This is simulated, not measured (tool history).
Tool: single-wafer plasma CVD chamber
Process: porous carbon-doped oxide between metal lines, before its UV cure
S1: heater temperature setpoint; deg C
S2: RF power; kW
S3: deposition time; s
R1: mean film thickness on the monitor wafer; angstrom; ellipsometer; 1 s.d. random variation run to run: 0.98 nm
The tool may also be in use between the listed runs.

run,day,S1,S2,S3,R1
1,0,310,0.545,49.8,2425.8
2,0.125,317,0.52,49.8,2243.9
3,0.338,308,0.52,49.8,2383.8
4,0.571,315,0.51,49.8,2252.9
5,0.746,320,0.505,49.8,2166.9
6,0.833,327,0.505,49.8,2106.9
7,0.983,329,0.5,49.8,2075.2

Predict the results of run 8:
8,1.021,330,0.495,49.8,?

Run 8 produced R1 2040.6 angstrom.

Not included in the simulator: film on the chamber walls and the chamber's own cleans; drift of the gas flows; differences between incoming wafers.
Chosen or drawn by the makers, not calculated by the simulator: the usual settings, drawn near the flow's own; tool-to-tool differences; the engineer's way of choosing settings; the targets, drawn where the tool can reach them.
